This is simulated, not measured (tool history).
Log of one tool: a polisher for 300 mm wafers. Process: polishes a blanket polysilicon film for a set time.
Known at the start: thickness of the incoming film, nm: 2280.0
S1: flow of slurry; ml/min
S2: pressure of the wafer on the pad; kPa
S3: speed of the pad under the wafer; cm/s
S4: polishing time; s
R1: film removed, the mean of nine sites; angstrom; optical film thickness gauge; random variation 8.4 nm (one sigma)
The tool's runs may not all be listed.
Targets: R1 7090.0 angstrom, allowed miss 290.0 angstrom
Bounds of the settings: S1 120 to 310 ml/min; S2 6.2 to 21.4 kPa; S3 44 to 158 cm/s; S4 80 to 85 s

Run 1, hour 0.0: S1 200 ml/min, S2 13.8 kPa, S3 100 cm/s, S4 80 s. Result: R1 3689.8 angstrom.
Run 2, hour 7.8: S1 220 ml/min, S2 13.8 kPa, S3 100 cm/s, S4 80 s. Result: R1 3713.6 angstrom.
Run 3, hour 15.6: S1 220 ml/min, S2 15.2 kPa, S3 102 cm/s, S4 80 s. Result: R1 4206.8 angstrom.
Run 4, hour 16.8: S1 220 ml/min, S2 16.5 kPa, S3 102 cm/s, S4 80 s. Result: R1 4434.3 angstrom.
Run 5, hour 21.3: S1 220 ml/min, S2 17.2 kPa, S3 106 cm/s, S4 80 s. Result: R1 4843.7 angstrom.
Run 6, hour 27.7: S1 220 ml/min, S2 20.0 kPa, S3 106 cm/s, S4 80 s. Result: R1 5475.5 angstrom.
Run 7, hour 33.8: S1 220 ml/min, S2 20.0 kPa, S3 110 cm/s, S4 80 s. Result: R1 5746.6 angstrom.
Run 8, hour 35.0: S1 220 ml/min, S2 20.0 kPa, S3 112 cm/s, S4 80 s. Result: R1 5741.2 angstrom.
Run 9, hour 40.5: S1 220 ml/min, S2 20.0 kPa, S3 114 cm/s, S4 80 s. Result: R1 5880.0 angstrom.
Run 10, hour 46.3: S1 220 ml/min, S2 20.0 kPa, S3 116 cm/s, S4 80 s. Result: R1 5940.1 angstrom.
Run 11, hour 51.1: S1 220 ml/min, S2 20.0 kPa, S3 118 cm/s, S4 80 s. Result: R1 6169.2 angstrom.
Run 12, hour 59.2: S1 220 ml/min, S2 20.0 kPa, S3 120 cm/s, S4 80 s. Result: R1 6186.2 angstrom.
At hour 66.4: worn pad replaced by a new one.
Run 13, hour 66.4: S1 220 ml/min, S2 20.0 kPa, S3 120 cm/s, S4 80 s. Result: R1 6630.1 angstrom.

Which of these 4 next moves meets every target?
Run A, hour 73.6: S1 240 ml/min, S2 15.9 kPa, S3 130 cm/s, S4 85 s. Result: R1 ?.
Run B, hour 73.6: S1 185 ml/min, S2 19.3 kPa, S3 124 cm/s, S4 80 s. Result: R1 ?.
Run C, hour 73.6: S1 225 ml/min, S2 20.0 kPa, S3 118 cm/s, S4 85 s. Result: R1 ?.
Run D, hour 73.6: S1 220 ml/min, S2 18.6 kPa, S3 122 cm/s, S4 82 s. Result: R1 ?.

move      R1
   A  6239.5
   B  6477.7
   C  6962.8
   D  6478.4
A: further off than the last run
B: further off than the last run
C: meets every target
D: further off than the last run
Answer: C
